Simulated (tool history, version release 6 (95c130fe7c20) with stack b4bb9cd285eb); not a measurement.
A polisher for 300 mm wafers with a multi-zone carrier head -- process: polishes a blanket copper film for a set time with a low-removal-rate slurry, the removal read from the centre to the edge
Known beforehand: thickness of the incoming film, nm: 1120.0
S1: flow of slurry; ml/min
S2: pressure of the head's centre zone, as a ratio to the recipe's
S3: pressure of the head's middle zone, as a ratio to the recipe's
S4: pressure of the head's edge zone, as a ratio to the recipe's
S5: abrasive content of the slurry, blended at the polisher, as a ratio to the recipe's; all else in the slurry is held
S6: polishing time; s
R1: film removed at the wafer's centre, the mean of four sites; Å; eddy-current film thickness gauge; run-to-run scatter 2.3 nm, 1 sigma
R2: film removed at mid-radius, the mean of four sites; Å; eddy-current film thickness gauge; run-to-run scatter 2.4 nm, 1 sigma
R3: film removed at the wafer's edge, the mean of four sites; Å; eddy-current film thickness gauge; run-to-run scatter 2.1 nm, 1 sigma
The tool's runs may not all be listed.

run 1 hour=0.0 | S1=245 S2=1.00 S3=1.00 S4=1.00 S5=1.00 S6=75 | R1=2704.2 R2=2695.2 R3=2716.6
run 2 hour=7.5 | S1=245 S2=1.00 S3=1.00 S4=1.00 S5=1.00 S6=82 | R1=2894.2 R2=2948.3 R3=2875.7
run 3 hour=8.4 | S1=245 S2=0.97 S3=1.00 S4=1.00 S5=1.00 S6=82 | R1=2915.6 R2=2979.5 R3=2924.7
run 4 hour=14.4 | S1=245 S2=0.97 S3=1.00 S4=1.00 S5=1.15 S6=82 | R1=2937.5 R2=3066.1 R3=3000.4
run 5 hour=19.6 | S1=245 S2=0.97 S3=1.04 S4=1.00 S5=1.15 S6=82 | R1=2955.6 R2=3223.4 R3=2947.3
run 6 hour=20.5 | S1=245 S2=0.97 S3=0.97 S4=1.00 S5=1.15 S6=82 | R1=2932.3 R2=2992.7 R3=2950.1
run 7 hour=24.0 | S1=240 S2=0.95 S3=0.96 S4=0.97 S5=1.05 S6=81 | R1=2825.0 R2=2904.2 R3=2906.6
run 8 hour=29.5 | S1=240 S2=0.95 S3=0.97 S4=0.96 S5=1.00 S6=79 | R1=2741.6 R2=2800.1 R3=2765.8
run 9 hour=35.3 | S1=205 S2=0.85 S3=0.90 S4=0.86 S5=0.75 S6=78 | R1=2333.7 R2=2436.7 R3=2487.9
run 10 hour=43.1 | S1=200 S2=0.85 S3=0.90 S4=0.85 S5=0.75 S6=78 | R1=2332.1 R2=2481.5 R3=2512.4

Run 11 has not been measured yet. What should we expect?
run 11 hour=46.7 | S1=200 S2=0.85 S3=0.90 S4=0.85 S5=0.75 S6=78 | R1=? R2=? R3=?

{"run 11": {"R1": 2338.4, "R2": 2423.1, "R3": 2497.4}}
